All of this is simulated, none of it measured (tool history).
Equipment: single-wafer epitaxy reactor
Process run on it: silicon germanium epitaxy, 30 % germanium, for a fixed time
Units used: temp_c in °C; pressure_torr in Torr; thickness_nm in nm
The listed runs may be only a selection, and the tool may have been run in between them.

| run | day | temp_c | pressure_torr | thickness_nm |
|---|---|---|---|---|
| 1 | 0 | 610 | 14.9 | 60.271 |
| 2 | 0.054 | 610 | 16.7 | 62.633 |
| 3 | 0.375 | 615 | 16.8 | 69.286 |
| 4 | 0.696 | 618 | 16.8 | 73.189 |
| 5 | 0.967 | 620 | 16.8 | 76.428 |
| 6 | 1.204 | 622 | 16.8 | 80.061 |
| 7 | 1.242 | 623 | 16.8 | 80.684 |

Forecast run 8:
| 8 | 1.55 | 624 | 16.8 | ? |

thickness_nm: 82.69 nm
